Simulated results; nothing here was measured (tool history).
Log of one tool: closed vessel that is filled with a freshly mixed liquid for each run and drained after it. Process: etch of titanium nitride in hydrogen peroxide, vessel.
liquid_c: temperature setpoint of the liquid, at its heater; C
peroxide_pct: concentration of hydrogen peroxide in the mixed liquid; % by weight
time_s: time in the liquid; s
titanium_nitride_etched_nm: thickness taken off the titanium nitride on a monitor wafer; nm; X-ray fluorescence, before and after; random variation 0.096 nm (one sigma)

{"run": 1, "day": 0.0, "liquid_c": 52.0, "peroxide_pct": 24.5, "time_s": 290, "titanium_nitride_etched_nm": 14.366}
{"run": 2, "day": 0.238, "liquid_c": 52.0, "peroxide_pct": 19.5, "time_s": 290, "titanium_nitride_etched_nm": 14.219}
{"run": 3, "day": 0.292, "liquid_c": 51.5, "peroxide_pct": 19.5, "time_s": 290, "titanium_nitride_etched_nm": 13.394}
{"run": 4, "day": 0.525, "liquid_c": 51.5, "peroxide_pct": 22.0, "time_s": 290, "titanium_nitride_etched_nm": 14.014}
{"run": 5, "day": 0.696, "liquid_c": 51.5, "peroxide_pct": 22.0, "time_s": 290, "titanium_nitride_etched_nm": 13.661}
{"run": 6, "day": 0.771, "liquid_c": 51.0, "peroxide_pct": 22.0, "time_s": 290, "titanium_nitride_etched_nm": 13.235}
{"run": 7, "day": 1.029, "liquid_c": 50.5, "peroxide_pct": 22.0, "time_s": 290, "titanium_nitride_etched_nm": 12.839}
{"run": 8, "day": 1.388, "liquid_c": 50.0, "peroxide_pct": 22.0, "time_s": 290, "titanium_nitride_etched_nm": 12.519}
{"run": 9, "day": 1.508, "liquid_c": 49.5, "peroxide_pct": 22.0, "time_s": 290, "titanium_nitride_etched_nm": 12.026}

Run 10 comes next. What will it give?
{"run": 10, "day": 1.538, "liquid_c": 49.0, "peroxide_pct": 22.0, "time_s": 290, "titanium_nitride_etched_nm": "?"}

Run 10 gave titanium_nitride_etched_nm 11.357 nm.
